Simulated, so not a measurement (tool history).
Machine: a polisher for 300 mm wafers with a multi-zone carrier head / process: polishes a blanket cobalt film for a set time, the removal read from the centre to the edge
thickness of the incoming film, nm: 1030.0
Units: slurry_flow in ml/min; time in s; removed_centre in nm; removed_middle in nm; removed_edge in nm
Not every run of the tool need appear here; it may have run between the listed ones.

Run 1, hour 0.0: slurry_flow 320 ml/min, centre_zone 1.00, middle_zone 1.00, edge_zone 1.00, time 46 s. Result: removed_centre 302.65 nm, removed_middle 299.70 nm, removed_edge 303.26 nm.
Run 2, hour 3.7: slurry_flow 320 ml/min, centre_zone 0.99, middle_zone 1.01, edge_zone 0.98, time 44 s. Result: removed_centre 284.15 nm, removed_middle 295.68 nm, removed_edge 285.38 nm.
Run 3, hour 9.6: slurry_flow 320 ml/min, centre_zone 0.99, middle_zone 1.00, edge_zone 0.96, time 42 s. Result: removed_centre 274.67 nm, removed_middle 280.39 nm, removed_edge 269.46 nm.
Run 4, hour 17.4: slurry_flow 320 ml/min, centre_zone 0.98, middle_zone 0.99, edge_zone 0.94, time 41 s. Result: removed_centre 263.68 nm, removed_middle 265.99 nm, removed_edge 260.73 nm.
Run 5, hour 25.9: slurry_flow 240 ml/min, centre_zone 0.98, middle_zone 0.99, edge_zone 0.94, time 41 s. Result: removed_centre 256.23 nm, removed_middle 261.99 nm, removed_edge 260.82 nm.
Run 6, hour 34.6: slurry_flow 240 ml/min, centre_zone 0.98, middle_zone 0.99, edge_zone 0.89, time 41 s. Result: removed_centre 255.85 nm, removed_middle 259.57 nm, removed_edge 248.22 nm.
Run 7, hour 40.1: slurry_flow 255 ml/min, centre_zone 0.97, middle_zone 0.99, edge_zone 0.88, time 40 s. Result: removed_centre 249.63 nm, removed_middle 258.09 nm, removed_edge 244.50 nm.

Predict the results of run 8:
Run 8, hour 42.8: slurry_flow 270 ml/min, centre_zone 0.97, middle_zone 0.99, edge_zone 0.87, time 39 s. Result: removed_centre ?, removed_middle ?, removed_edge ?.

{"run 8": {"removed_centre": 243.25, "removed_middle": 246.06, "removed_edge": 243.51}}

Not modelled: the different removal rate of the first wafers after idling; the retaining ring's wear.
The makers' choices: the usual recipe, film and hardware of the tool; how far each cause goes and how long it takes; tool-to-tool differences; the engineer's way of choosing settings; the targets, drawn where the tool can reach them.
